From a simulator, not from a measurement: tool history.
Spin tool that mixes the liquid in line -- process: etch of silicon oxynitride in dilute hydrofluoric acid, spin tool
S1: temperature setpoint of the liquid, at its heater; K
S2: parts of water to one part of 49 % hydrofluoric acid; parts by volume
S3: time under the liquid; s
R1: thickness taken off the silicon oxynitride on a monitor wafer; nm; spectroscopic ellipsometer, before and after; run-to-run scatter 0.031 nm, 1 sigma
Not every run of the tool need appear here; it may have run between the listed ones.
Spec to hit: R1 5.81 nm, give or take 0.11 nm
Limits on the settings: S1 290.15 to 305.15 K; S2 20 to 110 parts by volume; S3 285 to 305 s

run	hour	S1	S2	S3	R1
1	0	297.15	60	285	7.377
2	0.5	295.65	60	285	6.8022
3	8.4	295.65	50	285	8.2867
4	16.7	294.15	50	285	7.7393
5	20.4	292.65	50	285	7.1297
6	25.1	292.65	50	305	7.6731
7	27.1	291.65	50	305	7.33
8	31.1	291.15	55	305	6.4439
9	33	290.15	60	305	5.531

Which one of the following 4 next-run settings gets every result inside its allowed miss? There is exactly one.
A	34.9	294.15	75	295	?
B	34.9	290.65	65	305	?
C	34.9	290.15	60	295	?
D	34.9	293.65	65	290	?

move	R1
A	5.2114
B	5.2438
C	5.3711
D	5.8066
A: lands further from the targets than the last run did
B: lands further from the targets than the last run did
C: lands further from the targets than the last run did
D: every result lands within tolerance
Answer: D
